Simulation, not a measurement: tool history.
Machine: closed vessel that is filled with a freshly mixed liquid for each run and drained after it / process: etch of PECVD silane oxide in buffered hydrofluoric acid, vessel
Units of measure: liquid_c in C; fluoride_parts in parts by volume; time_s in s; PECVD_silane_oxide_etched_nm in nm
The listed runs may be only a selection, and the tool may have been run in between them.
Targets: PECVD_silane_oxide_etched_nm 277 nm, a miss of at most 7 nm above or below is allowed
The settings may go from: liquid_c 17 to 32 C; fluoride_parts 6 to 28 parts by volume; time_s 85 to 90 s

run 1 hour=0 | liquid_c=24 fluoride_parts=17 time_s=85 | PECVD_silane_oxide_etched_nm=141.9
run 2 hour=4.4 | liquid_c=24 fluoride_parts=17 time_s=90 | PECVD_silane_oxide_etched_nm=148.26
run 3 hour=11.6 | liquid_c=26.5 fluoride_parts=17 time_s=90 | PECVD_silane_oxide_etched_nm=171.46
run 4 hour=16.1 | liquid_c=28 fluoride_parts=16 time_s=90 | PECVD_silane_oxide_etched_nm=196.85
run 5 hour=22.2 | liquid_c=29 fluoride_parts=15.5 time_s=90 | PECVD_silane_oxide_etched_nm=217.51
run 6 hour=25.8 | liquid_c=29 fluoride_parts=18 time_s=90 | PECVD_silane_oxide_etched_nm=184.97
run 7 hour=32.1 | liquid_c=32 fluoride_parts=13.5 time_s=90 | PECVD_silane_oxide_etched_nm=292.2
-- hour=39.6 thermometer replaced
run 8 hour=39.6 | liquid_c=31.5 fluoride_parts=13.5 time_s=90 | PECVD_silane_oxide_etched_nm=299.05
run 9 hour=43.7 | liquid_c=31 fluoride_parts=13.5 time_s=90 | PECVD_silane_oxide_etched_nm=287.55

Of the 4 settings listed for the next run, only one would bring every result within its allowed miss of target. Which one?
run A hour=47.8 | liquid_c=31.5 fluoride_parts=13 time_s=90 | PECVD_silane_oxide_etched_nm=?
run B hour=47.8 | liquid_c=29.5 fluoride_parts=12 time_s=90 | PECVD_silane_oxide_etched_nm=?
run C hour=47.8 | liquid_c=31.5 fluoride_parts=12 time_s=85 | PECVD_silane_oxide_etched_nm=?
run D hour=47.8 | liquid_c=28 fluoride_parts=11.5 time_s=85 | PECVD_silane_oxide_etched_nm=?

move=A PECVD_silane_oxide_etched_nm=310.14
move=B PECVD_silane_oxide_etched_nm=302.02
move=C PECVD_silane_oxide_etched_nm=316.71
move=D PECVD_silane_oxide_etched_nm=274.65
A: its largest miss is bigger than the last run's
B: its largest miss is bigger than the last run's
C: its largest miss is bigger than the last run's
D: every result lands within tolerance
Answer: D
